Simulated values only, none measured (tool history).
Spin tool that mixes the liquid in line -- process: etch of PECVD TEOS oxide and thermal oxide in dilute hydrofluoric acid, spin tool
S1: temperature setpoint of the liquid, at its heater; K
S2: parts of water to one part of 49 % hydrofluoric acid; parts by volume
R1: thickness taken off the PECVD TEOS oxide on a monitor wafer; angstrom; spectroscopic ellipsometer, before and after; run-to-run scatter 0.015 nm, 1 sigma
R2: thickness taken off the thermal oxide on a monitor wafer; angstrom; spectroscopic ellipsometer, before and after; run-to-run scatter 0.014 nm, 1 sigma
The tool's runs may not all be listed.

{"run": 1, "day": 0.0, "S1": 296.15, "S2": 175, "time under the liquid (s)": 60, "R1": 55.653, "R2": 16.841}
{"run": 2, "day": 0.3, "S1": 296.15, "S2": 195, "time under the liquid (s)": 60, "R1": 48.835, "R2": 14.438}
{"run": 3, "day": 0.588, "S1": 296.15, "S2": 155, "time under the liquid (s)": 60, "R1": 64.538, "R2": 19.318}
{"run": 4, "day": 0.638, "S1": 295.15, "S2": 175, "time under the liquid (s)": 60, "R1": 53.764, "R2": 16.364}
{"run": 5, "day": 0.829, "S1": 295.15, "S2": 210, "time under the liquid (s)": 60, "R1": 42.819, "R2": 13.16}
{"run": 6, "day": 1.112, "S1": 297.15, "S2": 210, "time under the liquid (s)": 60, "R1": 46.442, "R2": 14.462}
{"run": 7, "day": 1.171, "S1": 297.15, "S2": 210, "time under the liquid (s)": 60, "R1": 46.879, "R2": 13.997}
{"run": 8, "day": 1.283, "S1": 293.15, "S2": 280, "time under the liquid (s)": 60, "R1": 28.077, "R2": 8.7894}
{"run": 9, "day": 1.571, "S1": 293.15, "S2": 285, "time under the liquid (s)": 60, "R1": 27.386, "R2": 8.052}
{"run": 10, "day": 1.817, "S1": 292.65, "S2": 290, "time under the liquid (s)": 60, "R1": 26.317, "R2": 8.0122}
{"run": 11, "day": 2.188, "S1": 292.15, "S2": 295, "time under the liquid (s)": 60, "R1": 25.531, "R2": 7.5612}
{"run": 12, "day": 2.338, "S1": 292.15, "S2": 300, "time under the liquid (s)": 60, "R1": 25.041, "R2": 7.2189}

Run 13 has not been measured yet. What should we expect?
{"run": 13, "day": 2.517, "S1": 292.65, "S2": 305, "time under the liquid (s)": 60, "R1": "?", "R2": "?"}

Run 13 produced R1 24.753 angstrom, R2 7.6802 angstrom.

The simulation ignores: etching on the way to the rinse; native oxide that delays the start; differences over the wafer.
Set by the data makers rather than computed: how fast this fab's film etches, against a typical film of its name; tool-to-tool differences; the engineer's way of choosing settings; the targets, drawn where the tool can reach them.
